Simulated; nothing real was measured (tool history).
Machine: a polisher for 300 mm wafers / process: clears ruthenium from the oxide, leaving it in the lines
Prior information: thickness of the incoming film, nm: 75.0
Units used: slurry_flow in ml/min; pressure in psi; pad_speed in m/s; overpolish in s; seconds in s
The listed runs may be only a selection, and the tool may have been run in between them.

run	day	slurry_flow	pressure	pad_speed	overpolish	seconds
1	0.000	120	1.7	1.02	43	65.761
2	0.138	120	1.9	1.02	43	58.663
3	0.342	120	1.9	1.02	46	60.078
4	0.417	120	1.9	1.14	46	53.430
5	0.592	120	1.9	1.02	46	59.678
6	0.650	105	1.9	1.02	46	61.231
7	0.967	105	1.9	1.02	46	60.848

For run 8, what comes out?
8	1.221	105	1.8	1.00	46	?

seconds: 66.339 s
